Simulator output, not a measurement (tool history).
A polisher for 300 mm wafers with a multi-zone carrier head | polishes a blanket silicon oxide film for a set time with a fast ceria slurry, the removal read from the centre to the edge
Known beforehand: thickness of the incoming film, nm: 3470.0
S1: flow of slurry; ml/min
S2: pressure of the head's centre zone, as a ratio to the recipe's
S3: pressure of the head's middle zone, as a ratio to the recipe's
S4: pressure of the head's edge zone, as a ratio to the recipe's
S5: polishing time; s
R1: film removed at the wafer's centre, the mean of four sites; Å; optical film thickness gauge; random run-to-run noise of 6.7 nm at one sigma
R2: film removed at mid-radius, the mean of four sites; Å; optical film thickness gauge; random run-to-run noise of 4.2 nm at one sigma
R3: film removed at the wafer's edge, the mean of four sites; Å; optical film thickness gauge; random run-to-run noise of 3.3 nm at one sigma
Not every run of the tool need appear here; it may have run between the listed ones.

run	hour	S1	S2	S3	S4	S5	R1	R2	R3
1	0	175	1	1	1	68	6772.8	6855.7	6837.7
2	3.4	175	1	1	1	79	7926.1	7926.7	8005.5
3	6.1	150	1	1	1	79	7679.6	7668.1	7818.8
4	11.2	150	1	1	0.95	79	7771	7740.3	7637.9
5	18	150	1	1	0.95	94	9254.6	9247.4	9075.7
6	24.4	150	0.97	1.01	0.91	80	7472.9	7869.9	7547.5
7	25.6	150	0.96	1.02	0.88	70	6518.6	6876.7	6508.7
8	33.8	150	0.95	1.04	0.86	64	6072	6487.3	5878.3
9	42.7	145	0.93	1.04	0.85	60	5453.9	6060.8	5541
10	45.8	140	0.92	1.05	0.84	58	5224	5806.6	5205.6
11	52.5	130	0.91	1.05	0.83	58	4965	5850.9	5218.1

Run 12 has not been measured yet. What should we expect?
12	53.5	130	0.91	1.05	0.83	58	?	?	?

Run 12 measured R1 5093.3 Å, R2 5754.4 Å, R3 5136.2 Å.
